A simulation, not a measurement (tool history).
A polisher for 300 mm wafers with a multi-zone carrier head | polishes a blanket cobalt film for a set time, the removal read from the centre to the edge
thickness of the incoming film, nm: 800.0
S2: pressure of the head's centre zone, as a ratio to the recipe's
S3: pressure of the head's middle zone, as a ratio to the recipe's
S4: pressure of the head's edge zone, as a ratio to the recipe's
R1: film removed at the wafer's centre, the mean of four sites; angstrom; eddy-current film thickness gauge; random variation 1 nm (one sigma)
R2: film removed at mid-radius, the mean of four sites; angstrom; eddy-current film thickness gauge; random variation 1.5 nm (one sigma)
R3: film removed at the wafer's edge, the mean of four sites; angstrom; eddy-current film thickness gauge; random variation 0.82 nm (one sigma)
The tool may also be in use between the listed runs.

Run 1, hour 0: flow of slurry (ml/min) 285, S2 1, S3 1, S4 1, polishing time (s) 38. Result: R1 1187.9 angstrom, R2 1278.5 angstrom, R3 1296.1 angstrom.
Run 2, hour 4.3: flow of slurry (ml/min) 285, S2 0.95, S3 1, S4 1, polishing time (s) 38. Result: R1 1152.4 angstrom, R2 1292.7 angstrom, R3 1317 angstrom.
Run 3, hour 10.6: flow of slurry (ml/min) 285, S2 0.96, S3 1, S4 0.98, polishing time (s) 37. Result: R1 1124.4 angstrom, R2 1241.1 angstrom, R3 1272.3 angstrom.
Run 4, hour 13.3: flow of slurry (ml/min) 245, S2 0.96, S3 1, S4 0.98, polishing time (s) 37. Result: R1 1132.6 angstrom, R2 1239.2 angstrom, R3 1224.7 angstrom.
Run 5, hour 21.7: flow of slurry (ml/min) 235, S2 0.96, S3 1, S4 0.97, polishing time (s) 36. Result: R1 1085.4 angstrom, R2 1213.9 angstrom, R3 1226.2 angstrom.
Run 6, hour 25.2: flow of slurry (ml/min) 235, S2 0.98, S3 1.01, S4 0.96, polishing time (s) 35. Result: R1 1062.2 angstrom, R2 1162.7 angstrom, R3 1172.3 angstrom.
Run 7, hour 30.2: flow of slurry (ml/min) 235, S2 0.98, S3 1.01, S4 0.96, polishing time (s) 35. Result: R1 1079.8 angstrom, R2 1176.6 angstrom, R3 1159.3 angstrom.
Run 8, hour 31.7: flow of slurry (ml/min) 230, S2 0.99, S3 1.01, S4 0.95, polishing time (s) 34. Result: R1 1044.4 angstrom, R2 1174.9 angstrom, R3 1118.3 angstrom.
Run 9, hour 38.6: flow of slurry (ml/min) 225, S2 1, S3 1, S4 0.94, polishing time (s) 34. Result: R1 1065.6 angstrom, R2 1146.2 angstrom, R3 1130.8 angstrom.
Run 10, hour 39.9: flow of slurry (ml/min) 255, S2 1.07, S3 1.06, S4 0.85, polishing time (s) 27. Result: R1 920.67 angstrom, R2 959.33 angstrom, R3 861.5 angstrom.
Run 11, hour 47.9: flow of slurry (ml/min) 255, S2 1.07, S3 1.06, S4 0.86, polishing time (s) 27. Result: R1 897.94 angstrom, R2 967.97 angstrom, R3 874.4 angstrom.

Forecast run 12:
Run 12, hour 49.8: flow of slurry (ml/min) 255, S2 1.08, S3 1.06, S4 0.87, polishing time (s) 27. Result: R1 ?, R2 ?, R3 ?.

{"run 12": {"R1": 922.43, "R2": 957.65, "R3": 872.42}}
